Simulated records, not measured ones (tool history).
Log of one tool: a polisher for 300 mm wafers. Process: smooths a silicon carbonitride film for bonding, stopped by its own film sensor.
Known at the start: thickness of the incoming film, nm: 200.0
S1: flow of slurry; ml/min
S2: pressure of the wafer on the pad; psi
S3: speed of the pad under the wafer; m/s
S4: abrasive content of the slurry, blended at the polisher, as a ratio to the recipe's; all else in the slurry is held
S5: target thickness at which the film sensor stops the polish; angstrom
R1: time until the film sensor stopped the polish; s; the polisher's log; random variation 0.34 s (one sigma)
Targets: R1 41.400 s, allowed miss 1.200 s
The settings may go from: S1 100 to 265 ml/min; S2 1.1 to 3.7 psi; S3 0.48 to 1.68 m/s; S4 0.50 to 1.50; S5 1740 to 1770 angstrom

{"run": 1, "hour": 0.0, "S1": 170, "S2": 2.4, "S3": 1.08, "S4": 1.0, "S5": 1740, "R1": 73.623}
{"run": 2, "hour": 5.6, "S1": 170, "S2": 2.4, "S3": 1.24, "S4": 1.0, "S5": 1740, "R1": 65.782}
{"run": 3, "hour": 8.5, "S1": 175, "S2": 2.5, "S3": 1.24, "S4": 1.0, "S5": 1740, "R1": 62.919}
{"run": 4, "hour": 12.9, "S1": 175, "S2": 2.6, "S3": 1.24, "S4": 1.0, "S5": 1740, "R1": 60.836}
{"run": 5, "hour": 15.6, "S1": 210, "S2": 2.6, "S3": 1.24, "S4": 1.0, "S5": 1740, "R1": 59.557}
{"run": 6, "hour": 21.9, "S1": 210, "S2": 2.7, "S3": 1.24, "S4": 1.0, "S5": 1740, "R1": 57.723}
{"run": 7, "hour": 27.8, "S1": 210, "S2": 2.8, "S3": 1.24, "S4": 1.0, "S5": 1740, "R1": 55.452}
{"run": 8, "hour": 31.8, "S1": 210, "S2": 2.9, "S3": 1.24, "S4": 1.0, "S5": 1740, "R1": 52.788}
{"run": 9, "hour": 40.6, "S1": 210, "S2": 3.0, "S3": 1.24, "S4": 1.0, "S5": 1740, "R1": 52.733}
{"run": 10, "hour": 46.6, "S1": 210, "S2": 3.1, "S3": 1.24, "S4": 1.0, "S5": 1740, "R1": 49.847}
{"run": 11, "hour": 48.5, "S1": 210, "S2": 3.1, "S3": 1.24, "S4": 1.0, "S5": 1740, "R1": 50.052}
{"run": 12, "hour": 56.1, "S1": 210, "S2": 3.2, "S3": 1.24, "S4": 1.0, "S5": 1740, "R1": 48.194}
{"run": 13, "hour": 59.5, "S1": 210, "S2": 3.4, "S3": 1.24, "S4": 1.0, "S5": 1740, "R1": 45.269}
{"hour": 68.0, "done": "head pressure recalibrated"}
{"run": 14, "hour": 68.0, "S1": 215, "S2": 3.5, "S3": 1.24, "S4": 1.0, "S5": 1740, "R1": 47.38}
{"run": 15, "hour": 71.3, "S1": 220, "S2": 3.5, "S3": 1.24, "S4": 1.0, "S5": 1740, "R1": 45.92}
{"run": 16, "hour": 77.5, "S1": 255, "S2": 3.7, "S3": 1.24, "S4": 1.0, "S5": 1740, "R1": 42.962}

Which of these 4 next moves meets every target?
{"run": "A", "hour": 83.7, "S1": 265, "S2": 3.6, "S3": 1.18, "S4": 0.95, "S5": 1740, "R1": "?"}
{"run": "B", "hour": 83.7, "S1": 265, "S2": 3.4, "S3": 1.26, "S4": 1.15, "S5": 1770, "R1": "?"}
{"run": "C", "hour": 83.7, "S1": 265, "S2": 3.7, "S3": 1.2, "S4": 1.1, "S5": 1760, "R1": "?"}
{"run": "D", "hour": 83.7, "S1": 265, "S2": 3.6, "S3": 1.16, "S4": 1.1, "S5": 1760, "R1": "?"}

move=A R1=46.734
move=B R1=38.875
move=C R1=39.411
move=D R1=41.596
A: further off than the last run
B: takes the result that was furthest off past its target
C: takes the result that was furthest off past its target
D: meets every target
The right move is D.
